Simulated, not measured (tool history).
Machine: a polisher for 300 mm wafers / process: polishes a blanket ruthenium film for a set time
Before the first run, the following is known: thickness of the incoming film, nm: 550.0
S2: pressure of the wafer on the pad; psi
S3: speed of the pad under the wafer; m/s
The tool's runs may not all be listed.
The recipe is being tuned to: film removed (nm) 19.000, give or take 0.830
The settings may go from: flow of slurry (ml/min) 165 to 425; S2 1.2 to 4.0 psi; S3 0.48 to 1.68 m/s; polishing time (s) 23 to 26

Run 1, day 0.000: flow of slurry (ml/min) 275, S2 2.6 psi, S3 1.08 m/s, polishing time (s) 26. Result: film removed (nm) 41.032.
Run 2, day 0.208: flow of slurry (ml/min) 240, S2 2.6 psi, S3 1.08 m/s, polishing time (s) 26. Result: film removed (nm) 40.317.
Run 3, day 0.417: flow of slurry (ml/min) 240, S2 2.3 psi, S3 1.04 m/s, polishing time (s) 26. Result: film removed (nm) 35.268.
Run 4, day 0.742: flow of slurry (ml/min) 240, S2 2.3 psi, S3 1.04 m/s, polishing time (s) 26. Result: film removed (nm) 35.145.
Run 5, day 0.967: flow of slurry (ml/min) 240, S2 1.9 psi, S3 1.04 m/s, polishing time (s) 26. Result: film removed (nm) 29.274.
Run 6, day 1.267: flow of slurry (ml/min) 185, S2 1.9 psi, S3 1.04 m/s, polishing time (s) 26. Result: film removed (nm) 27.968.
Run 7, day 1.292: flow of slurry (ml/min) 185, S2 1.8 psi, S3 1.02 m/s, polishing time (s) 26. Result: film removed (nm) 26.282.
Run 8, day 1.408: flow of slurry (ml/min) 185, S2 1.7 psi, S3 1.00 m/s, polishing time (s) 26. Result: film removed (nm) 24.386.
Run 9, day 1.562: flow of slurry (ml/min) 185, S2 1.6 psi, S3 1.00 m/s, polishing time (s) 26. Result: film removed (nm) 22.980.
Run 10, day 1.917: flow of slurry (ml/min) 185, S2 1.5 psi, S3 1.00 m/s, polishing time (s) 26. Result: film removed (nm) 21.724.

Exactly one of the 4 candidate moves below puts every result within its allowed miss. Which one?
Run A, day 2.271: flow of slurry (ml/min) 200, S2 1.8 psi, S3 0.76 m/s, polishing time (s) 25. Result: film removed (nm) ?.
Run B, day 2.271: flow of slurry (ml/min) 195, S2 1.5 psi, S3 1.08 m/s, polishing time (s) 24. Result: film removed (nm) ?.
Run C, day 2.271: flow of slurry (ml/min) 205, S2 1.6 psi, S3 0.94 m/s, polishing time (s) 25. Result: film removed (nm) ?.
Run D, day 2.271: flow of slurry (ml/min) 240, S2 1.5 psi, S3 1.22 m/s, polishing time (s) 26. Result: film removed (nm) ?.

move  film removed (nm)
   A             18.806
   B             21.232
   C             20.675
   D             26.469
A: hits every target within its allowed miss
B: closes in on the targets versus the last run, not all within tolerance yet
C: closes in on the targets versus the last run, not all within tolerance yet
D: its largest miss is bigger than the last run's
Answer: A

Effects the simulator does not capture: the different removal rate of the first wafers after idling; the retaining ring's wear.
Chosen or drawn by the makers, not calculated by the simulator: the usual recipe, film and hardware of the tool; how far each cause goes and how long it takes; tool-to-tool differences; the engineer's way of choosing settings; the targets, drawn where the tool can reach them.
